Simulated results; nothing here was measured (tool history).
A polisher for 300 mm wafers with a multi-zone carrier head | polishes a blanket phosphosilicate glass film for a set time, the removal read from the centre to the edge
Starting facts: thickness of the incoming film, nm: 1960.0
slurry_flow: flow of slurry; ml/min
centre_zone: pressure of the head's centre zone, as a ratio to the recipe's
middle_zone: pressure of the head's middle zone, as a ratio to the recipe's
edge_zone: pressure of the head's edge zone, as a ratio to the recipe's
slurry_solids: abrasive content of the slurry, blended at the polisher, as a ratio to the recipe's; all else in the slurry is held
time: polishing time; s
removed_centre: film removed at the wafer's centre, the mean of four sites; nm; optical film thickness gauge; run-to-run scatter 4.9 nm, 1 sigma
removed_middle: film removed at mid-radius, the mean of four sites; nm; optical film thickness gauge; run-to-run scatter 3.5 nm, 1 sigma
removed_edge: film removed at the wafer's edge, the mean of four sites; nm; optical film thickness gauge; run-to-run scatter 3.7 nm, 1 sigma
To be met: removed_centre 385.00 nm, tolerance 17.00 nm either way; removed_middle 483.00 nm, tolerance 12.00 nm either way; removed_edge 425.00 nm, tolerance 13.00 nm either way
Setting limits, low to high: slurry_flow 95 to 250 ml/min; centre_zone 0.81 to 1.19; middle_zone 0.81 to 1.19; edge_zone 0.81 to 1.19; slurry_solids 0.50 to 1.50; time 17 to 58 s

| run | day | slurry_flow | centre_zone | middle_zone | edge_zone | slurry_solids | time | removed_centre | removed_middle | removed_edge |
|---|---|---|---|---|---|---|---|---|---|---|
| 1 | 0.000 | 160 | 1.00 | 1.00 | 1.00 | 1.00 | 37 | 382.67 | 405.89 | 392.54 |
| 2 | 0.033 | 175 | 0.98 | 1.02 | 1.01 | 1.00 | 37 | 380.99 | 413.11 | 390.83 |
| 3 | 0.375 | 175 | 0.97 | 1.05 | 1.03 | 1.05 | 37 | 382.81 | 438.49 | 405.21 |
| 4 | 0.546 | 180 | 0.96 | 1.06 | 1.04 | 1.05 | 37 | 392.74 | 444.26 | 405.26 |
| 5 | 0.617 | 180 | 0.96 | 1.00 | 1.04 | 1.05 | 37 | 400.54 | 417.76 | 406.81 |
| 6 | 0.750 | 180 | 0.96 | 1.00 | 1.04 | 1.05 | 28 | 297.15 | 324.33 | 312.83 |
| 7 | 1.054 | 175 | 0.96 | 1.03 | 1.06 | 1.15 | 29 | 326.54 | 364.60 | 343.78 |
| 8 | 1.229 | 165 | 0.96 | 1.05 | 1.08 | 1.20 | 29 | 328.97 | 367.87 | 351.14 |
| 9 | 1.254 | 210 | 0.93 | 1.15 | 1.17 | 1.45 | 29 | 362.43 | 457.44 | 408.66 |
| 10 | 1.571 | 215 | 0.93 | 1.15 | 1.17 | 1.45 | 29 | 357.75 | 448.45 | 403.74 |

Exactly one of the 5 candidate moves below puts every result within its allowed miss. Which one?
| A | 1.888 | 245 | 0.86 | 1.15 | 1.11 | 1.50 | 32 | ? | ? | ? |
| B | 1.888 | 235 | 0.97 | 1.19 | 1.05 | 1.40 | 30 | ? | ? | ? |
| C | 1.888 | 215 | 0.96 | 1.10 | 1.19 | 1.50 | 30 | ? | ? | ? |
| D | 1.888 | 235 | 0.92 | 1.14 | 1.10 | 1.50 | 30 | ? | ? | ? |
| E | 1.888 | 235 | 0.84 | 0.98 | 1.19 | 1.45 | 30 | ? | ? | ? |

| move | removed_centre | removed_middle | removed_edge |
|---|---|---|---|
| A | 375.22 | 519.72 | 451.98 |
| B | 383.56 | 483.96 | 401.17 |
| C | 385.73 | 461.72 | 430.30 |
| D | 374.39 | 481.14 | 420.72 |
| E | 336.39 | 419.58 | 428.56 |
A: moves the result that the last run missed by most past its target, out the other side
B: brings the result that was furthest off to its target, and leaves another outside
C: closes in on the targets versus the last run, not all within tolerance yet
D: each result inside its tolerance
E: lands further from the targets than the last run did
D meets every target.
